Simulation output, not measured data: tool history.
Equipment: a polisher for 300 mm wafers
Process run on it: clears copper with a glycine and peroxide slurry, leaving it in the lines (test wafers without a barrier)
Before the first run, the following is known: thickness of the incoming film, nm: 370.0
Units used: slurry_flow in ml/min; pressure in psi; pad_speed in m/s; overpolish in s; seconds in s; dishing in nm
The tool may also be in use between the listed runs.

| run | day | slurry_flow | pressure | pad_speed | overpolish | seconds | dishing |
|---|---|---|---|---|---|---|---|
| 1 | 0.000 | 300 | 2.0 | 0.78 | 20 | 130.92 | 38.423 |
| 2 | 0.179 | 300 | 2.0 | 0.78 | 17 | 130.54 | 33.910 |
| 3 | 0.529 | 300 | 2.4 | 0.78 | 17 | 114.27 | 37.869 |
| 4 | 0.892 | 300 | 2.3 | 0.78 | 15 | 119.49 | 32.757 |
| 5 | 0.983 | 300 | 2.3 | 0.92 | 15 | 109.19 | 35.793 |
| 6 | 1.350 | 300 | 2.2 | 0.92 | 14 | 111.48 | 32.602 |

Run 7 is up next; what results do you expect?
| 7 | 1.629 | 300 | 2.1 | 0.92 | 14 | ? | ? |

seconds: 120.00 s
dishing: 30.701 nm
